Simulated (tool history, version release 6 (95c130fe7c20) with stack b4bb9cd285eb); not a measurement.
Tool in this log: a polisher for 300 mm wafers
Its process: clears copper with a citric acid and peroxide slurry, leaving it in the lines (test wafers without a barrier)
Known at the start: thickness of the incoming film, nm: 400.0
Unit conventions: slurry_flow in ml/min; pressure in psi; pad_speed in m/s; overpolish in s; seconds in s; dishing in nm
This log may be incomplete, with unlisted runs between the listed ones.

run,hour,slurry_flow,pressure,pad_speed,slurry_solids,overpolish,seconds,dishing
1,0.0,250,3.4,1.18,1.0,15,121.75,34.298
2,1.7,250,3.4,1.18,1.0,11,120.61,27.034
3,6.3,250,3.0,1.18,1.0,11,136.22,22.453
4,9.5,250,3.0,1.18,1.0,6,132.00,12.638
5,15.9,250,2.9,1.14,1.0,8,144.29,16.473
6,19.7,250,2.9,1.14,0.8,8,150.12,16.041
7,27.1,250,2.9,1.12,0.8,9,154.32,17.697

Run 8 has not been measured yet. What should we expect?
8,29.9,250,2.9,1.10,0.8,10,?,?

Logged for run 8: seconds 154.99 s, dishing 18.847 nm.
